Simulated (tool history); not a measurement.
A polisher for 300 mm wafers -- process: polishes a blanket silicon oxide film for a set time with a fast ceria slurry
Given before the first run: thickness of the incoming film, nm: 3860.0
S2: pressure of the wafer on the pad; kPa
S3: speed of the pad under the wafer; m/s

run 1 day=0.000 | flow_of_slurry_(ml/min)=220 S2=12.4 S3=1.08 polishing_time_(s)=110 | film_removed_(angstrom)=14524
run 2 day=0.342 | flow_of_slurry_(ml/min)=220 S2=12.4 S3=1.08 polishing_time_(s)=110 | film_removed_(angstrom)=14420
run 3 day=0.492 | flow_of_slurry_(ml/min)=220 S2=14.5 S3=1.08 polishing_time_(s)=110 | film_removed_(angstrom)=16639
run 4 day=0.746 | flow_of_slurry_(ml/min)=220 S2=13.8 S3=1.08 polishing_time_(s)=110 | film_removed_(angstrom)=16044
run 5 day=0.875 | flow_of_slurry_(ml/min)=190 S2=13.8 S3=1.08 polishing_time_(s)=110 | film_removed_(angstrom)=15679
run 6 day=1.212 | flow_of_slurry_(ml/min)=190 S2=13.8 S3=1.08 polishing_time_(s)=110 | film_removed_(angstrom)=15652
run 7 day=1.454 | flow_of_slurry_(ml/min)=190 S2=13.1 S3=1.08 polishing_time_(s)=110 | film_removed_(angstrom)=14982

Run 8 is up next; what results do you expect?
run 8 day=1.546 | flow_of_slurry_(ml/min)=190 S2=11.7 S3=1.08 polishing_time_(s)=110 | film_removed_(angstrom)=?

{"run 8": {"film removed (angstrom)": 13443}}
